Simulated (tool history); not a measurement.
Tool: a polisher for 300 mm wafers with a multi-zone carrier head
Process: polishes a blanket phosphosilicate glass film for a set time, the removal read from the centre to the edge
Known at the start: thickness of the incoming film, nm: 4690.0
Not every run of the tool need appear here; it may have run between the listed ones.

run,day,flow of slurry (ml/min),pressure of the head's centre zone,pressure of the head's middle zone,pressure of the head's edge zone,abrasive content of the slurry,polishing time (s),film removed at the wafer's centre (Å),film removed at mid-radius (Å),film removed at the wafer's edge (Å)
1,0,245,1,1,1,1,67,7674,7592.6,7974.9
2,0.371,250,1.03,1.02,1.02,1.1,67,8270.8,7846.1,8360.4
3,0.742,250,1.03,1.09,1.02,1.1,67,8253.9,8199.3,8439.2
4,0.771,255,1.04,1.11,1.01,1.2,68,8779.5,8779.6,8860.3
5,0.854,255,1.04,1.11,0.96,1.2,68,8904,8979.8,8656.6
6,1.221,260,1.05,1.12,0.97,1.25,69,9068.3,9560.1,9022.1
7,1.325,260,1.08,1.11,0.98,1.3,70,9757.4,9434.6,9223.9
8,1.604,265,1.09,1.12,0.99,1.35,71,10024,9782.5,9649.2
9,1.758,265,1.09,1.12,0.99,1.35,71,10330,9683.5,9730.6
10,1.996,270,1.09,1.13,0.99,1.4,72,10510,9993.3,9846.4

Run 11 is up next; what results do you expect?
11,2.3,270,1.09,1.14,0.99,1.4,73,?,?,?

film removed at the wafer's centre (Å): 10851
film removed at mid-radius (Å): 10477
film removed at the wafer's edge (Å): 10141
